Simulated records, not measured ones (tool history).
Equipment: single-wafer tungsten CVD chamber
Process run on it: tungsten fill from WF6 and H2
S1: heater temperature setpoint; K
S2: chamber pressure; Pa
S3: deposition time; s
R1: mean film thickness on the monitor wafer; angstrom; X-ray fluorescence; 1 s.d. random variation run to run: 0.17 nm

run,hour,S1,S2,S3,R1
1,0,673.15,4306,18.5,444.31
2,4.5,673.15,4306,18.5,440.46
3,11.4,681.15,4306,18.5,508.62
4,14,681.15,4306,17.6,488.25
5,21.1,681.15,4306,17.6,488.52
6,28.9,675.15,4266,17.6,436.98
7,29.8,671.15,4240,17.6,410.08

Forecast run 8:
8,33.4,668.15,4213,17.6,?

{"run 8": {"R1": 383.92}}

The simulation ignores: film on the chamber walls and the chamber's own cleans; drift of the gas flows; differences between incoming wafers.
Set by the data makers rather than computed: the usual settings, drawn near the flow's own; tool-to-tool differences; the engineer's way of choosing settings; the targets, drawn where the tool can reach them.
